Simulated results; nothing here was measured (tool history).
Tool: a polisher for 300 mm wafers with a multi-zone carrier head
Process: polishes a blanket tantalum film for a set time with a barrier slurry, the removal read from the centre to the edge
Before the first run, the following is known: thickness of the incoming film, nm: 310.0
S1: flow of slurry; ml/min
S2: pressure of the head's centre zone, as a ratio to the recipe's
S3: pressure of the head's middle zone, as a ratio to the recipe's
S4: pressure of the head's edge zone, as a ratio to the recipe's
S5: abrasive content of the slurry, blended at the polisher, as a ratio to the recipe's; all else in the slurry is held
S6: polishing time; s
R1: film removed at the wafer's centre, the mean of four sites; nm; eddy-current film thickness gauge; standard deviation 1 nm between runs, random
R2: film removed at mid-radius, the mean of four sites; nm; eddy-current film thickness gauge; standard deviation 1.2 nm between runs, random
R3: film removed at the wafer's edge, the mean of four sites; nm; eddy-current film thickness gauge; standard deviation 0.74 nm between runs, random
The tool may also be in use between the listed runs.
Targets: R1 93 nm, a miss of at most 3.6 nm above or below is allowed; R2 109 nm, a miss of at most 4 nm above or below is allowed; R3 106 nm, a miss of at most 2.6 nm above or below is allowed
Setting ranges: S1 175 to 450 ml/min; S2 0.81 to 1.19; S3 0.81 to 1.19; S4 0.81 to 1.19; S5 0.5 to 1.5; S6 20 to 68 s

| run | hour | S1 | S2 | S3 | S4 | S5 | S6 | R1 | R2 | R3 |
|---|---|---|---|---|---|---|---|---|---|---|
| 1 | 0 | 290 | 1 | 1 | 1 | 1 | 44 | 93.757 | 92.122 | 91.626 |
| 2 | 6.7 | 290 | 1 | 1 | 1 | 1.1 | 44 | 95.227 | 95.727 | 92.982 |
| 3 | 9 | 300 | 0.98 | 1.02 | 1.05 | 1.15 | 44 | 91.531 | 99.139 | 97.871 |
| 4 | 10.9 | 310 | 0.98 | 1.03 | 1.07 | 1.2 | 44 | 95.168 | 100.61 | 98.319 |
| 5 | 16.9 | 310 | 0.98 | 1.03 | 1.15 | 1.2 | 44 | 95.205 | 99.184 | 102.26 |
| 6 | 22.8 | 310 | 1.01 | 1.03 | 1.15 | 1.2 | 44 | 97.616 | 99.956 | 102.6 |
| 7 | 30.8 | 310 | 0.99 | 1.05 | 1.16 | 1.2 | 44 | 97.165 | 103.21 | 102.45 |
| 8 | 35 | 310 | 0.97 | 1.06 | 1.17 | 1.25 | 44 | 94.475 | 102.49 | 104.78 |
| 9 | 36.3 | 315 | 0.96 | 1.08 | 1.17 | 1.25 | 44 | 95.226 | 103.88 | 103.12 |

5 candidate next runs follow, results not yet known. Just one meets every target within its allowed miss. Identify it.
| A | 37.6 | 330 | 1.03 | 1.12 | 1.1 | 1.1 | 46 | ? | ? | ? |
| B | 37.6 | 305 | 0.95 | 0.99 | 1.19 | 1.3 | 44 | ? | ? | ? |
| C | 37.6 | 350 | 1.02 | 1.03 | 1.19 | 1.4 | 42 | ? | ? | ? |
| D | 37.6 | 295 | 0.88 | 1.03 | 1.02 | 1.25 | 48 | ? | ? | ? |
| E | 37.6 | 315 | 0.95 | 1.01 | 1.19 | 1.35 | 44 | ? | ? | ? |

| move | R1 | R2 | R3 |
|---|---|---|---|
| A | 104.78 | 110.5 | 102.51 |
| B | 95.053 | 98.081 | 105.53 |
| C | 99.966 | 99.131 | 102.9 |
| D | 95.005 | 109.57 | 105.38 |
| E | 96.027 | 100.74 | 106.49 |
A: the furthest-off result lands on target, but another misses its tolerance
B: the biggest miss grows against the last run
C: the biggest miss grows against the last run
D: in spec on every target
E: the biggest miss grows against the last run
Go with D: it meets all targets.
